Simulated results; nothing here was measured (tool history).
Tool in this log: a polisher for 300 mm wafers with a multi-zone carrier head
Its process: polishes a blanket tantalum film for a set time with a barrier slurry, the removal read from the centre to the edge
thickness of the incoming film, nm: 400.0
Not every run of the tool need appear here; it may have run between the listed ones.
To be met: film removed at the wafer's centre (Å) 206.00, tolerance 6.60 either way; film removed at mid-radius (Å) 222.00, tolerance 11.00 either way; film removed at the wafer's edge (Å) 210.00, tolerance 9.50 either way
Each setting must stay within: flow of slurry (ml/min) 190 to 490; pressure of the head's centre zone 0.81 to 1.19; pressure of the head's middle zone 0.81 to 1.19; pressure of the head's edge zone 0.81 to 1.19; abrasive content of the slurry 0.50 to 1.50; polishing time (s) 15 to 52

run,hour,flow of slurry (ml/min),pressure of the head's centre zone,pressure of the head's middle zone,pressure of the head's edge zone,abrasive content of the slurry,polishing time (s),film removed at the wafer's centre (Å),film removed at mid-radius (Å),film removed at the wafer's edge (Å)
1,0.0,315,1.00,1.00,1.00,1.00,33,369.77,361.44,351.90
2,2.3,380,1.00,1.00,1.00,1.00,33,371.43,360.00,357.02
3,5.3,380,1.00,1.00,1.00,1.00,26,294.15,287.69,277.37
4,8.2,380,0.97,0.99,0.98,0.85,25,264.16,258.35,259.40
5,11.8,325,0.97,0.99,0.98,0.85,25,260.87,255.84,264.45
6,14.5,295,0.97,0.99,0.98,0.85,25,256.92,257.29,257.48
7,15.3,295,0.96,1.01,0.96,0.75,24,235.66,238.03,236.09
8,22.8,295,0.95,1.02,0.94,0.70,24,227.32,238.24,227.32
9,31.7,295,0.94,1.01,0.92,0.65,24,220.42,226.61,219.44
10,32.3,295,0.93,1.01,0.91,0.65,24,219.29,225.81,217.17
11,36.2,295,0.92,1.01,0.90,0.65,24,224.05,228.40,212.70
12,43.4,290,0.91,1.01,0.91,0.65,24,214.83,229.50,222.91
13,49.3,290,0.91,1.01,0.90,0.65,24,214.79,223.85,213.03
14,54.0,285,0.90,1.01,0.90,0.65,24,212.67,231.10,216.55
15,58.1,285,0.90,1.00,0.90,0.65,24,214.71,221.07,215.14
16,63.4,285,0.89,1.00,0.90,0.65,24,213.38,229.09,213.50

Pick the move, out of 5, that brings all results within their allowed miss; only one does.
A,68.7,210,0.87,1.01,1.08,0.50,26,?,?,?
B,68.7,325,0.81,0.94,0.81,1.05,21,?,?,?
C,68.7,380,0.87,1.08,0.84,1.10,21,?,?,?
D,68.7,290,0.87,1.15,0.84,0.60,24,?,?,?
E,68.7,360,0.88,0.88,0.84,0.85,23,?,?,?

move,film removed at the wafer's centre (Å),film removed at mid-radius (Å),film removed at the wafer's edge (Å)
A,204.32,217.64,226.61
B,206.21,217.88,208.25
C,222.19,248.46,215.44
D,207.30,244.20,201.94
E,227.47,215.21,219.83
A: the worst result of the last run now meets its target, but another is out of spec
B: each result inside its tolerance
C: moves away from the targets compared with the last run
D: the worst result of the last run now meets its target, but another is out of spec
E: moves away from the targets compared with the last run
Correct choice: B, which meets every target
